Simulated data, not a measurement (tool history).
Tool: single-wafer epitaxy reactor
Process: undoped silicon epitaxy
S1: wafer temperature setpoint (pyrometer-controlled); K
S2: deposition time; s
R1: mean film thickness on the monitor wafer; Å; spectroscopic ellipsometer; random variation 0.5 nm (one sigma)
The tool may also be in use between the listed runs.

| run | hour | S1 | S2 | R1 |
|---|---|---|---|---|
| 1 | 0.0 | 938.15 | 576 | 1361.2 |
| 2 | 4.5 | 937.15 | 576 | 1343.6 |
| 3 | 11.8 | 936.15 | 576 | 1315.1 |
| 4 | 18.7 | 936.15 | 617 | 1407.4 |
| 5 | 20.1 | 936.15 | 578 | 1318.5 |
| 6 | 24.6 | 936.15 | 628 | 1430.7 |
| 7 | 26.6 | 935.15 | 628 | 1407.0 |
| 8 | 28.0 | 934.15 | 628 | 1388.3 |

Forecast run 9:
| 9 | 31.8 | 933.15 | 628 | ? |

R1: 1356.2 Å
